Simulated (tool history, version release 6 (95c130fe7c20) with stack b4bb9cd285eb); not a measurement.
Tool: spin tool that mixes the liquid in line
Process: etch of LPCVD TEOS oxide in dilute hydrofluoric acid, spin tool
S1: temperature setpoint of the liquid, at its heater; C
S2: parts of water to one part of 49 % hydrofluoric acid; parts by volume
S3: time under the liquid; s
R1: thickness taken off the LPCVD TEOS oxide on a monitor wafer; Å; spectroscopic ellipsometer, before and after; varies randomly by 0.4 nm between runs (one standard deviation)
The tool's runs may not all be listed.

run	hour	S1	S2	S3	R1
1	0	25	120	180	271.63
2	2.5	26.5	115	180	300.6
3	4.2	26.5	155	180	211.87
4	9.1	27.5	140	180	247.58
5	13.3	27.5	140	190	267.02
6	21.1	28.5	130	190	296.92

Run 7 has not been measured yet. What should we expect?
7	26.4	29	120	190	?

{"run 7": {"R1": 334.57}}
